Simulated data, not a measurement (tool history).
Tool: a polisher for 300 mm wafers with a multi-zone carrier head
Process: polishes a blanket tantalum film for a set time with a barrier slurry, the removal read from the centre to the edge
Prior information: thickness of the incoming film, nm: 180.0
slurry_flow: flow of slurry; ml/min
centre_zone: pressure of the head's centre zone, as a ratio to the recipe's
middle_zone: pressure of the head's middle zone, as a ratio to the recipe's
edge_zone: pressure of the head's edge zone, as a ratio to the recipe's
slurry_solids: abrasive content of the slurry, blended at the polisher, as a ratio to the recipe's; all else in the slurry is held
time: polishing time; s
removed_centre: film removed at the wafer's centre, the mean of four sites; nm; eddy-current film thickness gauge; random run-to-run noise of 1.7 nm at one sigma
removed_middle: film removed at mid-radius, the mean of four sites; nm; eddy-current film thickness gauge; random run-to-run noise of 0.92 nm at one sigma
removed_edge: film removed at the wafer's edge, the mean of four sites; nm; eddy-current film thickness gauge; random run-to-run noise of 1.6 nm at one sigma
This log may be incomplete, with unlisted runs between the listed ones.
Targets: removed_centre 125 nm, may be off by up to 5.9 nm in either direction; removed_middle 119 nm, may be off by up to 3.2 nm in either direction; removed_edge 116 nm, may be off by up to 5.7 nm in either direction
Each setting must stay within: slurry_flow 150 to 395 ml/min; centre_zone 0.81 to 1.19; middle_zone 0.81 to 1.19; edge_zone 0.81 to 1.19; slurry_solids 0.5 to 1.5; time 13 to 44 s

| run | hour | slurry_flow | centre_zone | middle_zone | edge_zone | slurry_solids | time | removed_centre | removed_middle | removed_edge |
|---|---|---|---|---|---|---|---|---|---|---|
| 1 | 0 | 250 | 1 | 1 | 1 | 1 | 28 | 76.918 | 75.649 | 75.314 |
| 2 | 7.5 | 255 | 1.01 | 1.01 | 1.01 | 1.05 | 29 | 79.648 | 80.046 | 80.205 |
| 3 | 12.8 | 195 | 1.01 | 1.01 | 1.01 | 1.05 | 29 | 79.135 | 77.67 | 77.946 |
| 4 | 15 | 200 | 1.03 | 1.02 | 1.02 | 1.1 | 30 | 82.627 | 82.422 | 83.661 |
| 5 | 20.8 | 205 | 1.05 | 1.02 | 1.01 | 1.15 | 31 | 89.619 | 85.656 | 84.816 |
| 6 | 27.8 | 210 | 1.06 | 1.03 | 1.02 | 1.2 | 32 | 91.892 | 90.515 | 88.767 |
| 7 | 28.7 | 210 | 1.07 | 1.03 | 1.02 | 1.25 | 33 | 96.022 | 92.638 | 90.833 |
| 8 | 29.6 | 210 | 1.08 | 1.03 | 1.03 | 1.25 | 34 | 102.36 | 96.497 | 93.025 |
| 9 | 32.3 | 205 | 1.08 | 1.03 | 1.04 | 1.3 | 35 | 103.84 | 99.835 | 98.636 |

Which one of the following 4 next-run settings gets every result inside its allowed miss? There is exactly one.
| A | 35 | 230 | 1.1 | 1.03 | 1.19 | 1.35 | 38 | ? | ? | ? |
| B | 35 | 205 | 1.11 | 1.01 | 1.04 | 1.15 | 40 | ? | ? | ? |
| C | 35 | 200 | 1.19 | 1.02 | 0.91 | 1.4 | 37 | ? | ? | ? |
| D | 35 | 290 | 1.07 | 1.03 | 1.02 | 1.25 | 40 | ? | ? | ? |

| move | removed_centre | removed_middle | removed_edge |
|---|---|---|---|
| A | 116.64 | 110.27 | 118.62 |
| B | 118.18 | 109.12 | 111.89 |
| C | 121.16 | 105.19 | 100.47 |
| D | 121.19 | 117.5 | 116.11 |
A: better than the last run, though not everything is in spec
B: better than the last run, though not everything is in spec
C: better than the last run, though not everything is in spec
D: all results in spec
Go with D: it meets all targets.
